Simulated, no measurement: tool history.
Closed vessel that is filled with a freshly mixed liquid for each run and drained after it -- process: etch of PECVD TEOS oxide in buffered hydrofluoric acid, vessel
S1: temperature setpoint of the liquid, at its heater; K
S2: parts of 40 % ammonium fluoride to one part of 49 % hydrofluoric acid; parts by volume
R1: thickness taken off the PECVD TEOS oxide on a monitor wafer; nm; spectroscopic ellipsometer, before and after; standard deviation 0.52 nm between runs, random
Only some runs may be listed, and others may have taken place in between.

run 1 day=0 | S1=296.15 S2=19.5 time_in_the_liquid_(s)=100 | R1=110.91
run 2 day=0.042 | S1=295.65 S2=19.5 time_in_the_liquid_(s)=100 | R1=108.48
run 3 day=0.233 | S1=295.15 S2=19.5 time_in_the_liquid_(s)=100 | R1=104.68
run 4 day=0.442 | S1=294.65 S2=19.5 time_in_the_liquid_(s)=100 | R1=101.84
run 5 day=0.6 | S1=296.65 S2=19.5 time_in_the_liquid_(s)=100 | R1=114.25
run 6 day=0.642 | S1=296.65 S2=19.5 time_in_the_liquid_(s)=105 | R1=118.86
run 7 day=0.838 | S1=295.65 S2=19.5 time_in_the_liquid_(s)=105 | R1=114.17

For run 8, what comes out?
run 8 day=1.162 | S1=294.65 S2=19.5 time_in_the_liquid_(s)=105 | R1=?

R1: 107.51 nm
